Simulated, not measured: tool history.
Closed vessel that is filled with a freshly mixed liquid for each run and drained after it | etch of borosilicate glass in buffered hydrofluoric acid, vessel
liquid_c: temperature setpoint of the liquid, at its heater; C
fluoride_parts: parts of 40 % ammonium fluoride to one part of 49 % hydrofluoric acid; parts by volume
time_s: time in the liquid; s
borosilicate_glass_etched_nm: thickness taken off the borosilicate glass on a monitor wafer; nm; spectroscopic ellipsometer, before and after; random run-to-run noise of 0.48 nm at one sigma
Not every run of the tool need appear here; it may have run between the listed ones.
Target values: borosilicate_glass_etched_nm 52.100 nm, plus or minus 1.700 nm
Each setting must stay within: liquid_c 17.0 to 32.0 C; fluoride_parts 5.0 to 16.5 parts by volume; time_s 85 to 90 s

| run | hour | liquid_c | fluoride_parts | time_s | borosilicate_glass_etched_nm |
|---|---|---|---|---|---|
| 1 | 0.0 | 24.0 | 10.0 | 85 | 94.037 |
| 2 | 6.7 | 24.0 | 10.0 | 90 | 99.966 |
| 3 | 12.3 | 24.0 | 8.5 | 90 | 113.340 |
| 4 | 17.1 | 22.5 | 10.0 | 90 | 91.887 |
| 5 | 22.4 | 21.0 | 11.0 | 90 | 78.596 |
| 6 | 26.4 | 21.0 | 10.0 | 90 | 84.481 |
| 7 | 26.9 | 20.0 | 11.0 | 90 | 74.476 |
| 8 | 30.2 | 17.0 | 14.0 | 90 | 48.680 |
| 9 | 32.2 | 17.5 | 14.0 | 90 | 50.123 |
| 10 | 37.4 | 17.5 | 14.0 | 90 | 49.696 |

4 candidate next runs follow, results not yet known. Just one meets every target within its allowed miss. Identify it.
| A | 42.6 | 17.0 | 13.0 | 90 | ? |
| B | 42.6 | 17.5 | 14.5 | 90 | ? |
| C | 42.6 | 17.5 | 15.0 | 90 | ? |
| D | 42.6 | 17.0 | 15.0 | 90 | ? |

| move | borosilicate_glass_etched_nm |
|---|---|
| A | 53.035 |
| B | 48.935 |
| C | 47.315 |
| D | 46.012 |
A: every result lands within tolerance
B: moves away from the targets compared with the last run
C: moves away from the targets compared with the last run
D: moves away from the targets compared with the last run
Correct choice: A, which meets every target
